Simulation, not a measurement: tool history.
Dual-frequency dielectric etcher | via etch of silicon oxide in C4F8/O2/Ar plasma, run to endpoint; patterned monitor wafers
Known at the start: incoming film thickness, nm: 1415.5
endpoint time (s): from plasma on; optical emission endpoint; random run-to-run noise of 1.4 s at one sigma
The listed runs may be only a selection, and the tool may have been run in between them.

{"run": 1, "hour": 0.0, "source power (kW)": 1.61, "bias power (kW)": 1.929, "endpoint time (s)": 276.91}
{"run": 2, "hour": 8.5, "source power (kW)": 1.41, "bias power (kW)": 1.929, "endpoint time (s)": 295.46}
{"run": 3, "hour": 13.9, "source power (kW)": 1.61, "bias power (kW)": 1.977, "endpoint time (s)": 277.63}
{"run": 4, "hour": 20.5, "source power (kW)": 1.42, "bias power (kW)": 1.977, "endpoint time (s)": 288.83}
{"run": 5, "hour": 25.0, "source power (kW)": 1.63, "bias power (kW)": 2.048, "endpoint time (s)": 269.99}
{"run": 6, "hour": 28.2, "source power (kW)": 1.63, "bias power (kW)": 1.751, "endpoint time (s)": 281.23}
{"run": 7, "hour": 35.5, "source power (kW)": 1.8, "bias power (kW)": 1.805, "endpoint time (s)": 268.75}

Run 8 has not been measured yet. What should we expect?
{"run": 8, "hour": 36.9, "source power (kW)": 1.92, "bias power (kW)": 1.87, "endpoint time (s)": "?"}

endpoint time (s): 260.55
